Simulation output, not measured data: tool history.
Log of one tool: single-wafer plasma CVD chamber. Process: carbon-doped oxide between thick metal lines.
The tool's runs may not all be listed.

run  hour  heater temperature setpoint (K)  chamber pressure (Torr)  RF power (W)  deposition time (s)  mean film thickness on the monitor wafer (angstrom)
  1     0                           603.15                     6.81           405                  119                                               5876.5
  2   5.4                           601.15                     6.93           410                  119                                                 5958
  3   7.1                           600.15                     7.02           415                  119                                                 6026
  4  12.6                           599.15                     7.09           420                  119                                                 6078
  5  16.8                           598.15                     7.13           425                  119                                               6163.6
  6  22.8                           597.15                     7.18           430                  119                                               6168.3

For run 7, what comes out?
  7  26.1                           597.15                      7.2           435                  119                                                    ?

mean film thickness on the monitor wafer (angstrom): 6250.9
